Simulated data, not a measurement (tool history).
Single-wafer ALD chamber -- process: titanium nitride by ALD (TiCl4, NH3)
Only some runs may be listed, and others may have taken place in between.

run,hour,heater temperature setpoint (°C),number of ALD cycles (cycles),NH3 pulse time (s),mean film thickness on the monitor wafer (Å)
1,0.0,390,139,1.48,30.387
2,8.9,390,139,1.25,30.007
3,15.8,396,139,1.25,30.383
4,16.4,396,139,1.11,29.960
5,24.1,386,139,1.11,29.361
6,30.2,381,139,0.96,28.524

The next listed run, before its measurement:
7,33.2,381,139,0.96,?

mean film thickness on the monitor wafer (Å): 28.335

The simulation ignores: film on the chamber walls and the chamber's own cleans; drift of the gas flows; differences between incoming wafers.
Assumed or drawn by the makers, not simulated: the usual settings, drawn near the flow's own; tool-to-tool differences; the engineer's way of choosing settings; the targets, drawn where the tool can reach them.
